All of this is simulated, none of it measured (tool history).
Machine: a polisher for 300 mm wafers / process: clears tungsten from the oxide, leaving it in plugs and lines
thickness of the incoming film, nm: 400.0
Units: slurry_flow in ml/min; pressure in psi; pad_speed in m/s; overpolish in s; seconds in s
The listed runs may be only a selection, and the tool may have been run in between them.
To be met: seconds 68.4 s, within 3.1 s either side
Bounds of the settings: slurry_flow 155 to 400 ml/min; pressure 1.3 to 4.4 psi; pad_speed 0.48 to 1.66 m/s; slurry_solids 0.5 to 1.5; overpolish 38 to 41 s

| run | hour | slurry_flow | pressure | pad_speed | slurry_solids | overpolish | seconds |
|---|---|---|---|---|---|---|---|
| 1 | 0 | 255 | 2.8 | 1.06 | 1 | 38 | 103.24 |
| 2 | 4.9 | 255 | 3.2 | 1.06 | 1 | 38 | 90.309 |
| 3 | 7.4 | 255 | 3.2 | 1.06 | 1 | 41 | 91.683 |
| 4 | 13.9 | 255 | 3.2 | 1.26 | 1 | 41 | 79.548 |
| 5 | 17.3 | 255 | 3.2 | 1.36 | 1 | 41 | 75.615 |
| 6 | 18.9 | 255 | 2.8 | 1.36 | 1 | 41 | 84.499 |
| 7 | 27 | 255 | 3 | 1.36 | 1 | 41 | 80.535 |
| 8 | 34.2 | 255 | 3.2 | 1.36 | 1 | 41 | 76.433 |

Of the 5 settings listed for the next run, only one would bring every result within its allowed miss of target. Which one?
| A | 41.4 | 295 | 3.6 | 1.42 | 1.05 | 38 | ? |
| B | 41.4 | 325 | 4.2 | 1.16 | 1.2 | 38 | ? |
| C | 41.4 | 280 | 3.4 | 1.64 | 1.05 | 38 | ? |
| D | 41.4 | 325 | 3.6 | 1 | 1.15 | 41 | ? |
| E | 41.4 | 245 | 3.4 | 1.42 | 1 | 38 | ? |

| move | seconds |
|---|---|
| A | 63.325 |
| B | 61.214 |
| C | 60.153 |
| D | 79.781 |
| E | 68.881 |
A: pushes the last run's worst result past its target
B: pushes the last run's worst result past its target
C: pushes the last run's worst result past its target
D: moves away from the targets compared with the last run
E: every result lands within tolerance
Answer: E
